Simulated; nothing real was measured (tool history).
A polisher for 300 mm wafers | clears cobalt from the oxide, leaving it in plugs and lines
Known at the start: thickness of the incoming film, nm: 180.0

run	hour	flow of slurry (ml/min)	pressure of the wafer on the pad (kPa)	speed of the pad under the wafer (m/s)	overpolish time after the end point (s)	time until the end point was called (s)	dishing of a wide line in a test structure (angstrom)
1	0.0	210	11.0	0.90	25	54.043	426.56
2	6.9	210	11.0	0.90	17	54.251	349.56
3	9.6	210	11.0	0.90	15	53.111	324.10
4	13.1	210	11.0	0.90	21	53.641	390.69
5	14.9	210	11.0	0.90	19	56.402	363.08
6	16.8	210	11.0	1.06	19	46.847	394.21
7	24.4	210	10.3	1.06	17	49.455	359.00
8	31.3	210	9.7	1.06	16	53.269	335.64
9	34.8	210	9.7	1.06	15	51.271	320.82
10	38.3	210	9.7	1.06	15	53.946	318.87
11	46.6	210	9.0	1.06	12	56.008	261.59

Forecast run 12:
12	52.3	210	9.0	1.04	13	?	?

Run 12 gave time until the end point was called (s) 59.340, dishing of a wide line in a test structure (angstrom) 278.48.
